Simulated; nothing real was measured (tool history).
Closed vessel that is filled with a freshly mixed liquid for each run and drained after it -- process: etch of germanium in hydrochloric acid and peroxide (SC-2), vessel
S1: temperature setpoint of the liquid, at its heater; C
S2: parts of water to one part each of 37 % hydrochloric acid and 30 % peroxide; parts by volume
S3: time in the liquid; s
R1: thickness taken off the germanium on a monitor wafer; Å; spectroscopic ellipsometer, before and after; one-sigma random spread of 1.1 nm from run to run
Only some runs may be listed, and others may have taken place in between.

{"run": 1, "hour": 0.0, "S1": 50, "S2": 8.5, "S3": 85, "R1": 1979.9}
{"run": 2, "hour": 8.6, "S1": 44.5, "S2": 8.5, "S3": 85, "R1": 1648.2}
{"run": 3, "hour": 14.3, "S1": 44.5, "S2": 8.5, "S3": 85, "R1": 1651.9}
{"run": 4, "hour": 22.3, "S1": 44.5, "S2": 10, "S3": 85, "R1": 1631.6}
{"run": 5, "hour": 27.8, "S1": 48.5, "S2": 10, "S3": 85, "R1": 1859.8}
{"run": 6, "hour": 33.5, "S1": 48.5, "S2": 13, "S3": 85, "R1": 1790.2}
{"run": 7, "hour": 40.8, "S1": 51.5, "S2": 13, "S3": 85, "R1": 1975.5}
{"run": 8, "hour": 42.9, "S1": 54, "S2": 13, "S3": 85, "R1": 2148.7}
{"run": 9, "hour": 43.6, "S1": 55.5, "S2": 13, "S3": 85, "R1": 2221}
{"run": 10, "hour": 49.9, "S1": 57, "S2": 13, "S3": 85, "R1": 2316}
{"run": 11, "hour": 54.1, "S1": 58.5, "S2": 13, "S3": 85, "R1": 2444.5}

Forecast run 12:
{"run": 12, "hour": 58.6, "S1": 58.5, "S2": 13, "S3": 85, "R1": "?"}

{"run 12": {"R1": 2431}}
